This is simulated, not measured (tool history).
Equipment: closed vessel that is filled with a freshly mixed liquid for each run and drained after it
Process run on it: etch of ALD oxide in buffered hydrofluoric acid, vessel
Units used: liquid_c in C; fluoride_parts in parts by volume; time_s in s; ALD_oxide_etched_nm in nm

run,hour,liquid_c,fluoride_parts,time_s,ALD_oxide_etched_nm
1,0,20,19,95,83.736
2,2.7,20,19,100,87.417
3,5.6,20,17,100,97.269
4,8.9,19.5,17,100,95.702
5,12.9,19,17,100,91.111
6,19.5,18,17.5,100,83.384

Run 7 is up next; what results do you expect?
# hour 21.3: hydrofluoric acid flow meter replaced
7,21.3,17.5,17.5,100,?

{"run 7": {"ALD_oxide_etched_nm": 88.864}}
